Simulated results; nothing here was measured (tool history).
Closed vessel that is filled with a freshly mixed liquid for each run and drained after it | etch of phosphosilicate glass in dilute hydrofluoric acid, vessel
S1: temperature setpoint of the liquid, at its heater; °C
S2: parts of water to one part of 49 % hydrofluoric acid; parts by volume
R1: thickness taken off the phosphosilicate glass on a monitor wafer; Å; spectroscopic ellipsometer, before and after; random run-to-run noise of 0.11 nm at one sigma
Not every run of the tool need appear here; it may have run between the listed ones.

run 1 day=0.000 | S1=24.0 S2=135 time_in_the_liquid_(s)=95 | R1=389.63
run 2 day=0.196 | S1=24.0 S2=135 time_in_the_liquid_(s)=105 | R1=431.52
run 3 day=0.404 | S1=24.0 S2=135 time_in_the_liquid_(s)=95 | R1=390.87
run 4 day=0.675 | S1=26.5 S2=135 time_in_the_liquid_(s)=95 | R1=429.32
run 5 day=0.775 | S1=24.0 S2=135 time_in_the_liquid_(s)=95 | R1=391.70
run 6 day=0.904 | S1=24.0 S2=90 time_in_the_liquid_(s)=95 | R1=623.90
run 7 day=1.167 | S1=22.0 S2=105 time_in_the_liquid_(s)=95 | R1=486.36

The next listed run, before its measurement:
run 8 day=1.388 | S1=20.5 S2=115 time_in_the_liquid_(s)=95 | R1=?

Run 8 came out at R1 411.52 Å.

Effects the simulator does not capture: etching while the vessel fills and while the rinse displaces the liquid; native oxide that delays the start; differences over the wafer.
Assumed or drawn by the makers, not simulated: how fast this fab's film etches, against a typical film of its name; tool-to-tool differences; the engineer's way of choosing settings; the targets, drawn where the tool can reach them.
